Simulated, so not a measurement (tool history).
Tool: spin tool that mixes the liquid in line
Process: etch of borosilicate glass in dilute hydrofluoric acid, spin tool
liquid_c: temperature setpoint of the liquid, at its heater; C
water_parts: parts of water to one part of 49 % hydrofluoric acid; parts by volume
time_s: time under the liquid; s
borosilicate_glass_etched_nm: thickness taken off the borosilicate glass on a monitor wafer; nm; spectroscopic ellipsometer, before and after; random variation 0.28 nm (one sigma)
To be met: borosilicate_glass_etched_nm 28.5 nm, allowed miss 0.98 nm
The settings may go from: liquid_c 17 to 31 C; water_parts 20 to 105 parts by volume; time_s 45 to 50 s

run,hour,liquid_c,water_parts,time_s,borosilicate_glass_etched_nm
1,0,23,55,45,33.39
2,8.1,22,55,45,32.089
3,16.4,22,55,45,32.023
4,22.8,22,55,50,35.828
5,24.4,22,55,45,32.601
6,26.2,22,35,45,51.556
7,27.5,21,40,45,42.848
8,28.9,20,40,45,41.139
9,31.8,19.5,45,45,36.099
10,33.7,19,45,45,34.978
11,38.8,18.5,45,45,34.506
12,42.5,18,45,45,33.474

4 next moves are on the table. One of them brings every result within its allowed miss. Which?
A,46.2,17,55,45,?
B,46.2,17,45,45,?
C,46.2,17,50,50,?
D,46.2,17,50,45,?

move,borosilicate_glass_etched_nm
A,25.921
B,32.037
C,31.858
D,28.672
A: takes the result that was furthest off past its target
B: nearer than the last run, and not there yet
C: nearer than the last run, and not there yet
D: meets every target
The right move is D.
